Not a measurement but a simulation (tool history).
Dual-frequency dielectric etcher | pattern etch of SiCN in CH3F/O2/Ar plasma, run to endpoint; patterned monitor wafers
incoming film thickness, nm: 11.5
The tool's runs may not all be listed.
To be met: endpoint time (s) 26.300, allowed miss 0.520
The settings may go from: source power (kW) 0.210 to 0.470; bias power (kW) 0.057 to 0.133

Run 1, hour 0.0: source power (kW) 0.340, bias power (kW) 0.095. Result: endpoint time (s) 30.267.
Run 2, hour 1.0: source power (kW) 0.300, bias power (kW) 0.095. Result: endpoint time (s) 33.006.
Run 3, hour 3.2: source power (kW) 0.330, bias power (kW) 0.096. Result: endpoint time (s) 30.953.
Run 4, hour 7.5: source power (kW) 0.350, bias power (kW) 0.097. Result: endpoint time (s) 29.728.
Run 5, hour 10.5: source power (kW) 0.310, bias power (kW) 0.097. Result: endpoint time (s) 31.886.
Run 6, hour 17.5: source power (kW) 0.360, bias power (kW) 0.097. Result: endpoint time (s) 29.461.
Run 7, hour 21.1: source power (kW) 0.380, bias power (kW) 0.098. Result: endpoint time (s) 28.228.
Run 8, hour 28.7: source power (kW) 0.390, bias power (kW) 0.098. Result: endpoint time (s) 28.247.
Run 9, hour 35.1: source power (kW) 0.400, bias power (kW) 0.099. Result: endpoint time (s) 27.742.
Run 10, hour 39.3: source power (kW) 0.410, bias power (kW) 0.099. Result: endpoint time (s) 27.217.

4 next moves are on the table. One of them brings every result within its allowed miss. Which?
Run A, hour 43.5: source power (kW) 0.430, bias power (kW) 0.102. Result: endpoint time (s) ?.
Run B, hour 43.5: source power (kW) 0.380, bias power (kW) 0.103. Result: endpoint time (s) ?.
Run C, hour 43.5: source power (kW) 0.420, bias power (kW) 0.118. Result: endpoint time (s) ?.
Run D, hour 43.5: source power (kW) 0.400, bias power (kW) 0.099. Result: endpoint time (s) ?.

move  endpoint time (s)
   A             26.025
   B             27.735
   C             25.175
   D             27.296
A: meets every target
B: further off than the last run
C: takes the result that was furthest off past its target
D: further off than the last run
The right move is A.
